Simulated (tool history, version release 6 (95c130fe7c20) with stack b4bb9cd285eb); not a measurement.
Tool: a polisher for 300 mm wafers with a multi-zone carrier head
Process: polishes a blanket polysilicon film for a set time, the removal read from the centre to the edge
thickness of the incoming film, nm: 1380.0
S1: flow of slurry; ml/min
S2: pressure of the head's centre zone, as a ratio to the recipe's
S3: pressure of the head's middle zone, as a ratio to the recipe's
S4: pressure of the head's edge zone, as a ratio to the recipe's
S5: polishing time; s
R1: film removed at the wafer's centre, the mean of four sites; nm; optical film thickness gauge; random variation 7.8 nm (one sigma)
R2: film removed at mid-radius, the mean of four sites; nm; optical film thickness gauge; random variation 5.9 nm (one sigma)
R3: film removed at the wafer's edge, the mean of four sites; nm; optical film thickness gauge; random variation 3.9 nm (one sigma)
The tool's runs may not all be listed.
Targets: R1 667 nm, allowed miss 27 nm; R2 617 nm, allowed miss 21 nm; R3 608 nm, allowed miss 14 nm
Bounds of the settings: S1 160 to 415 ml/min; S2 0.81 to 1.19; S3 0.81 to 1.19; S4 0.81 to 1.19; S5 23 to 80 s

run,hour,S1,S2,S3,S4,S5,R1,R2,R3
1,0,265,1,1,1,51,428.71,419.97,424.57
2,2.1,280,1.04,1.03,1.04,55,486.47,460.56,468.42
3,7.2,280,1.04,1.06,1.04,55,483.75,485.49,463.65
4,11.4,280,1.04,1.11,1.04,55,494.93,498.59,464.33
5,20.2,290,1.06,1.11,1.07,58,523.4,536.22,498.74
6,27.3,295,1.09,1.1,1.09,60,568.66,547.47,516.05
7,34.2,300,1.1,1.09,1.11,62,575.99,567.23,548.97
8,35.2,305,1.12,1.09,1.12,63,601.36,561.43,556.49
9,37.2,335,1.15,1.16,1.18,67,666.91,638.04,610.18
10,38.2,335,1.15,1.16,1.18,67,681.26,645.63,608.55

Which of these 5 next moves meets every target?
A,39.2,290,1.1,1.14,1.18,70,?,?,?
B,39.2,375,1.11,1.19,1.15,68,?,?,?
C,39.2,305,1.12,1.18,1.15,69,?,?,?
D,39.2,360,1.15,1.11,1.19,66,?,?,?
E,39.2,320,1.17,1.19,1.16,65,?,?,?

move,R1,R2,R3
A,664.11,656.2,625.21
B,666.57,675.63,609.87
C,670.1,669.31,611.04
D,667.8,615.53,600.22
E,662.66,637.57,579.57
A: further off than the last run
B: further off than the last run
C: further off than the last run
D: meets every target
E: brings the result that was furthest off to its target, and leaves another outside
Answer: D

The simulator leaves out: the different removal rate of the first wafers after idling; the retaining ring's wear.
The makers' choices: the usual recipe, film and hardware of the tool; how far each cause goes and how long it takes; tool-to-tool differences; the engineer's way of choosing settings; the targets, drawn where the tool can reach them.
